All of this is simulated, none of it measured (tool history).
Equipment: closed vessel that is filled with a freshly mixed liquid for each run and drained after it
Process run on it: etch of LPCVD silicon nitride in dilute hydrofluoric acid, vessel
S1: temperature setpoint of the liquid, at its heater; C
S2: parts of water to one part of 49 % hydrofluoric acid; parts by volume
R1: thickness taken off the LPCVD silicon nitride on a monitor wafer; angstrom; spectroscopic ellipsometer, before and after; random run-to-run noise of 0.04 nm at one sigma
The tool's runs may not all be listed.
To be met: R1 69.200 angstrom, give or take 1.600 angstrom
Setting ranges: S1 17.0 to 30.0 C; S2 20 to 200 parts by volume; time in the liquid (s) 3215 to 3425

Run 1, hour 0.0: S1 22.0 C, S2 110 parts by volume, time in the liquid (s) 3215. Result: R1 149.930 angstrom.
Run 2, hour 7.5: S1 20.5 C, S2 125 parts by volume, time in the liquid (s) 3215. Result: R1 119.900 angstrom.
Run 3, hour 11.6: S1 23.5 C, S2 125 parts by volume, time in the liquid (s) 3215. Result: R1 146.730 angstrom.
Run 4, hour 12.6: S1 23.5 C, S2 145 parts by volume, time in the liquid (s) 3215. Result: R1 126.290 angstrom.
Run 5, hour 18.9: S1 21.5 C, S2 150 parts by volume, time in the liquid (s) 3215. Result: R1 106.740 angstrom.
Run 6, hour 20.3: S1 21.5 C, S2 185 parts by volume, time in the liquid (s) 3215. Result: R1 87.499 angstrom.
Run 7, hour 27.7: S1 20.5 C, S2 185 parts by volume, time in the liquid (s) 3215. Result: R1 81.565 angstrom.
Run 8, hour 36.5: S1 20.0 C, S2 185 parts by volume, time in the liquid (s) 3215. Result: R1 78.735 angstrom.
At hour 37.3: hydrofluoric acid flow meter replaced.
Run 9, hour 37.3: S1 19.5 C, S2 185 parts by volume, time in the liquid (s) 3215. Result: R1 72.936 angstrom.

Which of these 4 next moves meets every target?
Run A, hour 38.1: S1 19.0 C, S2 190 parts by volume, time in the liquid (s) 3275. Result: R1 ?.
Run B, hour 38.1: S1 18.5 C, S2 175 parts by volume, time in the liquid (s) 3385. Result: R1 ?.
Run C, hour 38.1: S1 17.5 C, S2 160 parts by volume, time in the liquid (s) 3400. Result: R1 ?.
Run D, hour 38.1: S1 19.0 C, S2 170 parts by volume, time in the liquid (s) 3215. Result: R1 ?.

move      R1
   A  69.192
   B  74.893
   C  76.663
   D  75.648
A: hits every target within its allowed miss
B: its largest miss is bigger than the last run's
C: its largest miss is bigger than the last run's
D: its largest miss is bigger than the last run's
Answer: A
